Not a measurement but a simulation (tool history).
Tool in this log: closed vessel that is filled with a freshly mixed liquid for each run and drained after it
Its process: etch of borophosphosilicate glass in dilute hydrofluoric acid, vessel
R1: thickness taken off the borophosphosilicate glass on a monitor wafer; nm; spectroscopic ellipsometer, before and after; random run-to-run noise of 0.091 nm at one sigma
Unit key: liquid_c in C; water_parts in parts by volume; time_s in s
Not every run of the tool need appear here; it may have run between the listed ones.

run 1 hour=0.0 | liquid_c=23.0 water_parts=105 time_s=30 | R1=13.846
run 2 hour=7.6 | liquid_c=23.0 water_parts=90 time_s=30 | R1=16.542
run 3 hour=13.5 | liquid_c=23.0 water_parts=75 time_s=30 | R1=20.348
run 4 hour=15.1 | liquid_c=25.0 water_parts=75 time_s=30 | R1=21.882
run 5 hour=17.3 | liquid_c=25.0 water_parts=105 time_s=30 | R1=15.078
run 6 hour=25.3 | liquid_c=26.5 water_parts=95 time_s=30 | R1=17.999
run 7 hour=30.7 | liquid_c=27.5 water_parts=90 time_s=30 | R1=19.808
run 8 hour=36.5 | liquid_c=28.5 water_parts=85 time_s=30 | R1=21.870
run 9 hour=43.9 | liquid_c=29.0 water_parts=80 time_s=30 | R1=23.852
run 10 hour=46.7 | liquid_c=29.5 water_parts=80 time_s=30 | R1=24.331
run 11 hour=53.7 | liquid_c=30.0 water_parts=80 time_s=30 | R1=24.809

Forecast run 12:
run 12 hour=55.9 | liquid_c=30.5 water_parts=80 time_s=30 | R1=?

{"run 12": {"R1": 25.417}}
